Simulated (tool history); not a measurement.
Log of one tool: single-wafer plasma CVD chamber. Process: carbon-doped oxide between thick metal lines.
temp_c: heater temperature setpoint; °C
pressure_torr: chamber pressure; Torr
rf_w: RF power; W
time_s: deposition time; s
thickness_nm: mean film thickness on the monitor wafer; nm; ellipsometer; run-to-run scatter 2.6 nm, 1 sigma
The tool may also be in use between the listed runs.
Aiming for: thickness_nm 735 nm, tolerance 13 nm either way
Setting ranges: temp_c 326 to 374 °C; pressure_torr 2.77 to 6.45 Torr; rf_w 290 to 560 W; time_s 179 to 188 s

run  hour  temp_c  pressure_torr  rf_w  time_s  thickness_nm
  1     0     350           4.61   425     188        807.67
  2   0.6     352           4.41   420     188        792.04
  3   5.7     341           4.41   420     188        810.34
  4  14.2     341           4.41   390     188        760.87
  5  22.7     342           4.32   390     188        752.78
  6  27.2     336           4.32   390     188        769.15
  7    33     337           4.22   390     188        769.73
  8  35.3     343           3.57   375     188        704.02

Of the 4 settings listed for the next run, only one would bring every result within its allowed miss of target. Which one?
  A  37.6     340           4.97   385     188             ?
  B  37.6     350           4.08   390     188             ?
  C  37.6     339           3.36   375     179             ?
  D  37.6     333           3.94   365     183             ?

move  thickness_nm
   A        763.14
   B        729.07
   C        671.27
   D        694.86
A: takes the biggest miss from the last run beyond its target
B: hits every target within its allowed miss
C: further off than the last run
D: further off than the last run
So the answer is move B, the one that meets all the targets.
